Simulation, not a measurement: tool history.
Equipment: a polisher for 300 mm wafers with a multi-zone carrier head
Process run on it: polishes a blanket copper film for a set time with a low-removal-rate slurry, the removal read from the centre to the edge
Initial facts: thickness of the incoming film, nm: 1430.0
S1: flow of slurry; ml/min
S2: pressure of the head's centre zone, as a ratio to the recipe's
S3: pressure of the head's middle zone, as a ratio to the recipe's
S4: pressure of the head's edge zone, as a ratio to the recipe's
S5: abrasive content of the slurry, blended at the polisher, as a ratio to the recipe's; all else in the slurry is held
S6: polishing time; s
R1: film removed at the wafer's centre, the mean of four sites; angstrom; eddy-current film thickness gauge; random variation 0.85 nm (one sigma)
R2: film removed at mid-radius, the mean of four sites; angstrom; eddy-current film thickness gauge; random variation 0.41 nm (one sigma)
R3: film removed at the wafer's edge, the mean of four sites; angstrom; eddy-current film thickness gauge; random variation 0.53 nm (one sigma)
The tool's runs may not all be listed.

run 1 day=0.000 | S1=140 S2=1.00 S3=1.00 S4=1.00 S5=1.0 S6=47 | R1=849.49 R2=854.80 R3=871.05
run 2 day=0.167 | S1=135 S2=1.02 S3=0.97 S4=0.97 S5=0.9 S6=47 | R1=841.88 R2=799.03 R3=830.70
run 3 day=0.338 | S1=135 S2=1.02 S3=0.97 S4=0.97 S5=0.8 S6=47 | R1=814.31 R2=773.69 R3=797.01
run 4 day=0.517 | S1=135 S2=1.02 S3=0.97 S4=0.97 S5=0.9 S6=47 | R1=838.35 R2=800.53 R3=828.33
run 5 day=0.596 | S1=170 S2=1.02 S3=0.97 S4=0.97 S5=0.9 S6=47 | R1=882.09 R2=837.78 R3=854.13
run 6 day=0.729 | S1=170 S2=1.02 S3=0.97 S4=0.97 S5=0.9 S6=41 | R1=775.85 R2=726.39 R3=740.42

What does the tool deliver on the next run?
run 7 day=1.008 | S1=130 S2=1.12 S3=0.89 S4=0.91 S5=0.9 S6=41 | R1=? R2=? R3=?

R1: 769.65 angstrom
R2: 645.94 angstrom
R3: 687.09 angstrom
